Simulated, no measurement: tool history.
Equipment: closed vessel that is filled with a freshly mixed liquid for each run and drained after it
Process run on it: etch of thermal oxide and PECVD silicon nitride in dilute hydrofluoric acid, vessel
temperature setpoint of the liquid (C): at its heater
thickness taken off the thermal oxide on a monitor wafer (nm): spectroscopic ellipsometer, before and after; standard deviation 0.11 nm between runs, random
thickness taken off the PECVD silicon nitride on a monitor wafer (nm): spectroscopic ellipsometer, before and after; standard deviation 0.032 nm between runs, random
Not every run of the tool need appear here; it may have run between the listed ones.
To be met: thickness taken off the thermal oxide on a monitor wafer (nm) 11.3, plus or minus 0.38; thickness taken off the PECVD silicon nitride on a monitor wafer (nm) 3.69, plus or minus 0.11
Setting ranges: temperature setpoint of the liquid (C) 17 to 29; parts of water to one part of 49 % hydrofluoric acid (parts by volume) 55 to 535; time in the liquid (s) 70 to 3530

| run | hour | temperature setpoint of the liquid (C) | parts of water to one part of 49 % hydrofluoric acid (parts by volume) | time in the liquid (s) | thickness taken off the thermal oxide on a monitor wafer (nm) | thickness taken off the PECVD silicon nitride on a monitor wafer (nm) |
|---|---|---|---|---|---|---|
| 1 | 0 | 21 | 295 | 1800 | 24.766 | 8.4501 |
| 2 | 6.5 | 20 | 320 | 1730 | 21.014 | 7.023 |
| 3 | 13.8 | 20 | 370 | 1730 | 17.39 | 6.1252 |
| 4 | 18.1 | 19.5 | 380 | 1675 | 15.678 | 5.5478 |
| 5 | 27.7 | 19.5 | 380 | 930 | 8.9631 | 3.0989 |
| 6 | 36.7 | 19.5 | 365 | 905 | 8.9175 | 3.1412 |
| 7 | 38.9 | 19.5 | 365 | 905 | 9.0287 | 3.1766 |
| 8 | 47.5 | 19.5 | 345 | 885 | 9.6155 | 3.2768 |
| 9 | 56.4 | 19.5 | 335 | 870 | 9.6539 | 3.3166 |
| 10 | 63.6 | 19.5 | 320 | 855 | 10.147 | 3.3924 |
| 11 | 66.8 | 19.5 | 310 | 845 | 10.558 | 3.4872 |
| 12 | 72.1 | 19.5 | 305 | 840 | 10.707 | 3.4485 |
| 13 | 81.6 | 19.5 | 305 | 835 | 10.568 | 3.4727 |
| 14 | 83.8 | 19.5 | 300 | 830 | 10.924 | 3.4988 |
| 15 | 85.4 | 20 | 300 | 830 | 10.857 | 3.539 |
| 16 | 91.7 | 20 | 300 | 825 | 10.902 | 3.5653 |
| 17 | 95.4 | 20 | 300 | 825 | 10.703 | 3.5377 |

5 next moves are on the table. One of them brings every result within its allowed miss. Which?
| A | 99.1 | 19.5 | 375 | 1085 | ? | ? |
| B | 99.1 | 21 | 405 | 1065 | ? | ? |
| C | 99.1 | 23.5 | 355 | 890 | ? | ? |
| D | 99.1 | 19 | 315 | 950 | ? | ? |
| E | 99.1 | 21.5 | 340 | 860 | ? | ? |

| move | thickness taken off the thermal oxide on a monitor wafer (nm) | thickness taken off the PECVD silicon nitride on a monitor wafer (nm) |
|---|---|---|
| A | 10.513 | 3.6456 |
| B | 9.8164 | 3.6444 |
| C | 10.646 | 4.0315 |
| D | 11.324 | 3.6563 |
| E | 10.163 | 3.5972 |
A: lands further from the targets than the last run did
B: lands further from the targets than the last run did
C: lands further from the targets than the last run did
D: meets every target
E: lands further from the targets than the last run did
Answer: D

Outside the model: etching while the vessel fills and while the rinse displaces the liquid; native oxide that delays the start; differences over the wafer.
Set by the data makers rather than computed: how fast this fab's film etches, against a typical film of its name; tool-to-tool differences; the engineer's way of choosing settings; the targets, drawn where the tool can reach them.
